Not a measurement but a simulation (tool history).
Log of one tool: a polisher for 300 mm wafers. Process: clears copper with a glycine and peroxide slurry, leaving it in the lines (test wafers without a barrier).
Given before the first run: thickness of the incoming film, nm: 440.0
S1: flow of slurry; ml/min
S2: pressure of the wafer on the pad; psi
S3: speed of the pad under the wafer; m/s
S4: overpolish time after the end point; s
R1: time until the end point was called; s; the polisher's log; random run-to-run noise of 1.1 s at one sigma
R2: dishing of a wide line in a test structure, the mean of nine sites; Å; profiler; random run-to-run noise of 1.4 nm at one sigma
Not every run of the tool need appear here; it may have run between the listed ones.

Run 1, day 0: S1 220 ml/min, S2 2.6 psi, S3 1.08 m/s, S4 18 s. Result: R1 81.912 s, R2 518.54 Å.
Run 2, day 0.171: S1 220 ml/min, S2 2.1 psi, S3 1.08 m/s, S4 18 s. Result: R1 97.47 s, R2 456 Å.
Run 3, day 0.254: S1 220 ml/min, S2 2.6 psi, S3 1.08 m/s, S4 18 s. Result: R1 82.028 s, R2 537.43 Å.
Run 4, day 0.483: S1 220 ml/min, S2 2.9 psi, S3 1.08 m/s, S4 20 s. Result: R1 73.773 s, R2 614.1 Å.
Run 5, day 0.683: S1 220 ml/min, S2 3 psi, S3 1.08 m/s, S4 22 s. Result: R1 76.143 s, R2 656.72 Å.
Run 6, day 0.858: S1 220 ml/min, S2 3 psi, S3 1.18 m/s, S4 22 s. Result: R1 70.709 s, R2 717.34 Å.

What does the tool deliver on the next run?
Run 7, day 1.046: S1 220 ml/min, S2 3.1 psi, S3 1.2 m/s, S4 23 s. Result: R1 ?, R2 ?.

{"run 7": {"R1": 68.027, "R2": 775.56}}
